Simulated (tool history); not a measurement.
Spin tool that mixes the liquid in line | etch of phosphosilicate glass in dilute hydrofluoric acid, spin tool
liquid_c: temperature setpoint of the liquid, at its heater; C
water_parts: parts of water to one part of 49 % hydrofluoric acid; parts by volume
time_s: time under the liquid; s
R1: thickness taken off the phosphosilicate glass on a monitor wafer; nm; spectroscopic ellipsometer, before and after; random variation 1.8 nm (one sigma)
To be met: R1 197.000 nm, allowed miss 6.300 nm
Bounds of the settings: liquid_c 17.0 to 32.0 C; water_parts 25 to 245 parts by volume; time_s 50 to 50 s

Run 1, hour 0.0: liquid_c 24.0 C, water_parts 135 parts by volume, time_s 50 s. Result: R1 76.645 nm.
Run 2, hour 0.9: liquid_c 24.0 C, water_parts 135 parts by volume, time_s 50 s. Result: R1 76.971 nm.
Run 3, hour 9.7: liquid_c 27.5 C, water_parts 135 parts by volume, time_s 50 s. Result: R1 86.584 nm.
Run 4, hour 18.7: liquid_c 27.5 C, water_parts 135 parts by volume, time_s 50 s. Result: R1 86.989 nm.
Run 5, hour 21.0: liquid_c 28.5 C, water_parts 110 parts by volume, time_s 50 s. Result: R1 114.890 nm.
Run 6, hour 24.6: liquid_c 27.5 C, water_parts 110 parts by volume, time_s 50 s. Result: R1 109.650 nm.
Run 7, hour 29.1: liquid_c 27.5 C, water_parts 110 parts by volume, time_s 50 s. Result: R1 110.660 nm.
Run 8, hour 30.5: liquid_c 28.5 C, water_parts 95 parts by volume, time_s 50 s. Result: R1 134.990 nm.
Run 9, hour 37.3: liquid_c 32.0 C, water_parts 65 parts by volume, time_s 50 s. Result: R1 237.050 nm.
Run 10, hour 44.8: liquid_c 31.0 C, water_parts 65 parts by volume, time_s 50 s. Result: R1 227.570 nm.
Run 11, hour 53.1: liquid_c 31.0 C, water_parts 65 parts by volume, time_s 50 s. Result: R1 226.980 nm.
Run 12, hour 55.3: liquid_c 30.5 C, water_parts 65 parts by volume, time_s 50 s. Result: R1 225.830 nm.
Run 13, hour 60.7: liquid_c 30.5 C, water_parts 65 parts by volume, time_s 50 s. Result: R1 225.220 nm.
Run 14, hour 62.3: liquid_c 29.5 C, water_parts 65 parts by volume, time_s 50 s. Result: R1 213.260 nm.
Run 15, hour 65.0: liquid_c 29.0 C, water_parts 65 parts by volume, time_s 50 s. Result: R1 209.140 nm.
Run 16, hour 66.0: liquid_c 28.5 C, water_parts 65 parts by volume, time_s 50 s. Result: R1 206.090 nm.

Which of these 4 next moves meets every target?
Run A, hour 67.0: liquid_c 27.5 C, water_parts 65 parts by volume, time_s 50 s. Result: R1 ?.
Run B, hour 67.0: liquid_c 25.5 C, water_parts 55 parts by volume, time_s 50 s. Result: R1 ?.
Run C, hour 67.0: liquid_c 29.0 C, water_parts 65 parts by volume, time_s 50 s. Result: R1 ?.
Run D, hour 67.0: liquid_c 27.5 C, water_parts 60 parts by volume, time_s 50 s. Result: R1 ?.

move       R1
   A  198.030
   B  219.060
   C  210.040
   D  216.050
A: meets every target
B: further off than the last run
C: further off than the last run
D: further off than the last run
Answer: A
